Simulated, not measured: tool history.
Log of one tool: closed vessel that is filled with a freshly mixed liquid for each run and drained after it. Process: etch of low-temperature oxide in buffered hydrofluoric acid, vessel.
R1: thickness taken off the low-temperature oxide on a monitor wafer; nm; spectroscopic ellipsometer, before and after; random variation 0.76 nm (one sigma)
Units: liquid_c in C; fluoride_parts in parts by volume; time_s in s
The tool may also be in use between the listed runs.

run 1 hour=0.0 | liquid_c=22.0 fluoride_parts=12.5 time_s=30 | R1=102.00
run 2 hour=6.5 | liquid_c=23.0 fluoride_parts=12.5 time_s=30 | R1=108.96
run 3 hour=11.0 | liquid_c=23.0 fluoride_parts=9.0 time_s=30 | R1=142.54
run 4 hour=12.4 | liquid_c=23.0 fluoride_parts=9.0 time_s=30 | R1=144.00
run 5 hour=14.0 | liquid_c=22.5 fluoride_parts=9.0 time_s=30 | R1=140.44
run 6 hour=15.7 | liquid_c=22.5 fluoride_parts=7.0 time_s=30 | R1=183.47

Run 7 comes next. What will it give?
run 7 hour=18.4 | liquid_c=21.5 fluoride_parts=7.5 time_s=30 | R1=?

Run 7 gave R1 159.28 nm.
